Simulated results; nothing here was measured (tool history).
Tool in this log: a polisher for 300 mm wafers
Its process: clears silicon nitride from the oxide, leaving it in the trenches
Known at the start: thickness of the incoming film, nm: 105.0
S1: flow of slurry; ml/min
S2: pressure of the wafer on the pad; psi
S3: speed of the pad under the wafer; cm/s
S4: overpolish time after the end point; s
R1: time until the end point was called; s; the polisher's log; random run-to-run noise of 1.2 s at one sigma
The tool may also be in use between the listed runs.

| run | hour | S1 | S2 | S3 | S4 | R1 |
|---|---|---|---|---|---|---|
| 1 | 0 | 315 | 3.2 | 112 | 38 | 97.739 |
| 2 | 6.9 | 315 | 2.6 | 112 | 38 | 118.34 |
| 3 | 13.7 | 395 | 2.6 | 112 | 38 | 116.92 |
| 4 | 22.6 | 395 | 2.6 | 92 | 38 | 143.64 |
| 5 | 23.6 | 395 | 3.2 | 94 | 38 | 114.87 |
| 6 | 27.9 | 395 | 3.6 | 96 | 38 | 98.747 |

Run 7 is up next; what results do you expect?
| 7 | 35.5 | 395 | 3.8 | 98 | 38 | ? |

{"run 7": {"R1": 93.604}}

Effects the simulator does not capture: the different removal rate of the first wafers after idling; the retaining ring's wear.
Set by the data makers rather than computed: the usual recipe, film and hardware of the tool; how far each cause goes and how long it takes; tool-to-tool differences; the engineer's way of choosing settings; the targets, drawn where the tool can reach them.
